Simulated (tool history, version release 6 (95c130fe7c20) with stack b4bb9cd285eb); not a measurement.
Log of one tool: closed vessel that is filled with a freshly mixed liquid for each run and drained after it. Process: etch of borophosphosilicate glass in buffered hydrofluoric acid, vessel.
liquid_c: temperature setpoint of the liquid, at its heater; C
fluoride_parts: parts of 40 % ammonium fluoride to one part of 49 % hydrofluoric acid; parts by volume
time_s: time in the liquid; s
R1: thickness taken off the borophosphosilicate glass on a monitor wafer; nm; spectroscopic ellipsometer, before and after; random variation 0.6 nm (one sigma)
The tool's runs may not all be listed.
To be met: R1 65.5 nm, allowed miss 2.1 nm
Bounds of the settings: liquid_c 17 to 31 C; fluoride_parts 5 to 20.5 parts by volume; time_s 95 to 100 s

{"run": 1, "hour": 0.0, "liquid_c": 23, "fluoride_parts": 12.5, "time_s": 95, "R1": 85.764}
{"run": 2, "hour": 4.4, "liquid_c": 25, "fluoride_parts": 12.5, "time_s": 95, "R1": 97.296}
{"run": 3, "hour": 9.3, "liquid_c": 25, "fluoride_parts": 12.5, "time_s": 95, "R1": 96.92}
{"run": 4, "hour": 14.3, "liquid_c": 23, "fluoride_parts": 12.5, "time_s": 95, "R1": 86.419}
{"run": 5, "hour": 23.3, "liquid_c": 21.5, "fluoride_parts": 12.5, "time_s": 95, "R1": 79.014}
{"run": 6, "hour": 28.7, "liquid_c": 21.5, "fluoride_parts": 9.5, "time_s": 95, "R1": 102.63}
{"run": 7, "hour": 30.1, "liquid_c": 20, "fluoride_parts": 10, "time_s": 95, "R1": 91.224}
{"run": 8, "hour": 32.4, "liquid_c": 17, "fluoride_parts": 12.5, "time_s": 95, "R1": 62.197}

Which of these 4 next moves meets every target?
{"run": "A", "hour": 34.7, "liquid_c": 17, "fluoride_parts": 14.5, "time_s": 100, "R1": "?"}
{"run": "B", "hour": 34.7, "liquid_c": 17.5, "fluoride_parts": 13, "time_s": 100, "R1": "?"}
{"run": "C", "hour": 34.7, "liquid_c": 17, "fluoride_parts": 13, "time_s": 95, "R1": "?"}
{"run": "D", "hour": 34.7, "liquid_c": 17, "fluoride_parts": 13.5, "time_s": 95, "R1": "?"}

move=A R1=55.992
move=B R1=64.154
move=C R1=59.254
move=D R1=57.086
A: further off than the last run
B: meets every target
C: further off than the last run
D: further off than the last run
Move B is the one to make.
